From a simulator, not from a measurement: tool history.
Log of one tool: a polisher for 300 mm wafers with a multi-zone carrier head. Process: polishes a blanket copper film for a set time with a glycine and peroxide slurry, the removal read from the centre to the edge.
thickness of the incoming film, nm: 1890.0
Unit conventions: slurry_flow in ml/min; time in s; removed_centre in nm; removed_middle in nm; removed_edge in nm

Run 1, hour 0.0: slurry_flow 130 ml/min, centre_zone 1.00, middle_zone 1.00, edge_zone 1.00, time 65 s. Result: removed_centre 314.08 nm, removed_middle 326.22 nm, removed_edge 318.48 nm.
Run 2, hour 2.3: slurry_flow 160 ml/min, centre_zone 1.00, middle_zone 1.00, edge_zone 1.00, time 65 s. Result: removed_centre 327.30 nm, removed_middle 336.66 nm, removed_edge 323.33 nm.
Run 3, hour 7.0: slurry_flow 160 ml/min, centre_zone 1.00, middle_zone 0.92, edge_zone 1.00, time 65 s. Result: removed_centre 328.67 nm, removed_middle 316.75 nm, removed_edge 325.78 nm.
Run 4, hour 14.4: slurry_flow 130 ml/min, centre_zone 1.00, middle_zone 0.92, edge_zone 1.00, time 65 s. Result: removed_centre 309.11 nm, removed_middle 301.62 nm, removed_edge 319.26 nm.
Run 5, hour 19.8: slurry_flow 130 ml/min, centre_zone 0.91, middle_zone 0.92, edge_zone 1.00, time 65 s. Result: removed_centre 287.34 nm, removed_middle 294.48 nm, removed_edge 319.27 nm.
Run 6, hour 25.9: slurry_flow 130 ml/min, centre_zone 0.83, middle_zone 0.92, edge_zone 1.00, time 65 s. Result: removed_centre 260.28 nm, removed_middle 302.97 nm, removed_edge 317.50 nm.
Run 7, hour 28.9: slurry_flow 165 ml/min, centre_zone 0.93, middle_zone 0.92, edge_zone 0.98, time 66 s. Result: removed_centre 311.95 nm, removed_middle 327.39 nm, removed_edge 331.68 nm.
Run 8, hour 31.5: slurry_flow 195 ml/min, centre_zone 1.03, middle_zone 0.83, edge_zone 0.99, time 66 s. Result: removed_centre 359.91 nm, removed_middle 298.79 nm, removed_edge 339.52 nm.
Run 9, hour 37.5: slurry_flow 195 ml/min, centre_zone 1.03, middle_zone 0.84, edge_zone 0.99, time 66 s. Result: removed_centre 356.27 nm, removed_middle 308.15 nm, removed_edge 345.12 nm.

What does the tool deliver on the next run?
Run 10, hour 43.0: slurry_flow 200 ml/min, centre_zone 1.03, middle_zone 0.87, edge_zone 0.95, time 66 s. Result: removed_centre ?, removed_middle ?, removed_edge ?.

removed_centre: 356.03 nm
removed_middle: 315.63 nm
removed_edge: 333.67 nm
